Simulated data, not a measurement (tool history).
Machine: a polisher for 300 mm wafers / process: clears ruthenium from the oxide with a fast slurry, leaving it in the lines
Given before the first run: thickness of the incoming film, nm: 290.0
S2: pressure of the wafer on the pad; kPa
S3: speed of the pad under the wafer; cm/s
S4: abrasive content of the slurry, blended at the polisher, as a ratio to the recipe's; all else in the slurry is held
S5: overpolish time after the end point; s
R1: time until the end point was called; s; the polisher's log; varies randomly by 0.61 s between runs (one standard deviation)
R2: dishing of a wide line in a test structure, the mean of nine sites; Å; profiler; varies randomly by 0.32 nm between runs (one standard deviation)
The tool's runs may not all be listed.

run 1 day=0 | flow_of_slurry_(ml/min)=195 S2=17.9 S3=122 S4=1 S5=12 | R1=53.623 R2=528.77
run 2 day=0.158 | flow_of_slurry_(ml/min)=195 S2=17.9 S3=138 S4=1 S5=12 | R1=46.445 R2=587.93
run 3 day=0.212 | flow_of_slurry_(ml/min)=195 S2=17.9 S3=138 S4=1 S5=9 | R1=47.939 R2=436.06
run 4 day=0.325 | flow_of_slurry_(ml/min)=195 S2=14.5 S3=138 S4=1 S5=9 | R1=54.377 R2=389.7
run 5 day=0.625 | flow_of_slurry_(ml/min)=195 S2=13.1 S3=150 S4=0.95 S5=8 | R1=55.56 R2=343.12
run 6 day=0.792 | flow_of_slurry_(ml/min)=195 S2=13.1 S3=150 S4=0.8 S5=8 | R1=58.383 R2=331.35
run 7 day=0.925 | flow_of_slurry_(ml/min)=185 S2=11.7 S3=160 S4=0.9 S5=7 | R1=56.271 R2=291.17
run 8 day=1.15 | flow_of_slurry_(ml/min)=170 S2=11.7 S3=168 S4=1 S5=6 | R1=52.489 R2=281.96
run 9 day=1.25 | flow_of_slurry_(ml/min)=155 S2=11 S3=174 S4=1.1 S5=6 | R1=51.702 R2=281.7
run 10 day=1.342 | flow_of_slurry_(ml/min)=145 S2=11 S3=178 S4=1.2 S5=6 | R1=48.718 R2=285.7
run 11 day=1.442 | flow_of_slurry_(ml/min)=140 S2=11 S3=180 S4=1.25 S5=6 | R1=47.846 R2=298.67

Forecast run 12:
run 12 day=1.792 | flow_of_slurry_(ml/min)=135 S2=11 S3=182 S4=1.2 S5=6 | R1=? R2=?

Run 12 yielded R1 48.864 s, R2 290.59 Å.

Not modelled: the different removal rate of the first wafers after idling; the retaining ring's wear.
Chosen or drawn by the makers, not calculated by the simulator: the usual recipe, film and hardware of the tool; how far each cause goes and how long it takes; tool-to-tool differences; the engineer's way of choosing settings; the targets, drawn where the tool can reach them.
